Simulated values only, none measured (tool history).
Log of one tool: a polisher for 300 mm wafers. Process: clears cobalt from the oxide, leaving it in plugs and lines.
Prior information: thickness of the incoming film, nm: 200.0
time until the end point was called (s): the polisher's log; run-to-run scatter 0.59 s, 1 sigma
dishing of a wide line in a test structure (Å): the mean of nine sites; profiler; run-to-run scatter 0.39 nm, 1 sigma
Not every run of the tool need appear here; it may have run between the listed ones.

| run | hour | flow of slurry (ml/min) | pressure of the wafer on the pad (kPa) | speed of the pad under the wafer (m/s) | overpolish time after the end point (s) | time until the end point was called (s) | dishing of a wide line in a test structure (Å) |
|---|---|---|---|---|---|---|---|
| 1 | 0 | 255 | 9 | 0.92 | 19 | 55.525 | 388.01 |
| 2 | 5.7 | 255 | 9 | 0.92 | 18 | 55.474 | 375.93 |
| 3 | 8.7 | 255 | 9 | 0.92 | 13 | 56.084 | 301.43 |
| 4 | 16.9 | 255 | 9 | 0.82 | 13 | 61.659 | 276.59 |
| 5 | 23 | 225 | 9 | 0.82 | 13 | 64.184 | 271.64 |
| 6 | 27.2 | 240 | 9 | 0.82 | 14 | 63.377 | 298.4 |
| 7 | 31.1 | 250 | 9 | 0.82 | 14 | 61.878 | 293.58 |
| 8 | 38.9 | 250 | 9 | 0.82 | 14 | 61.888 | 298.73 |

Run 9 has not been measured yet. What should we expect?
| 9 | 45.6 | 260 | 9 | 0.82 | 14 | ? | ? |

time until the end point was called (s): 61.518
dishing of a wide line in a test structure (Å): 295.04

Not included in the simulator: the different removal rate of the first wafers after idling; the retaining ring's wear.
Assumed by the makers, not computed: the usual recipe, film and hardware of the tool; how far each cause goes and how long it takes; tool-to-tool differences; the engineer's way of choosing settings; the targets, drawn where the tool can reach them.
